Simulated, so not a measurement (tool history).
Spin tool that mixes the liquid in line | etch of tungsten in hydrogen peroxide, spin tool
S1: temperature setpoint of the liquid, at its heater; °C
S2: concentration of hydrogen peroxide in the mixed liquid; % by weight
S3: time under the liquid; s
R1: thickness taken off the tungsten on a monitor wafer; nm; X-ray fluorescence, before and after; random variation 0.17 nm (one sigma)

run,day,S1,S2,S3,R1
1,0.000,49.0,20.0,15,13.508
2,0.242,49.0,23.5,15,14.391
3,0.275,49.0,23.5,15,14.504
4,0.579,49.0,23.5,15,14.738
5,0.942,46.5,23.5,15,12.400
6,1.096,47.5,23.5,15,13.358

Forecast run 7:
7,1.250,47.5,23.5,15,?

R1: 13.413 nm
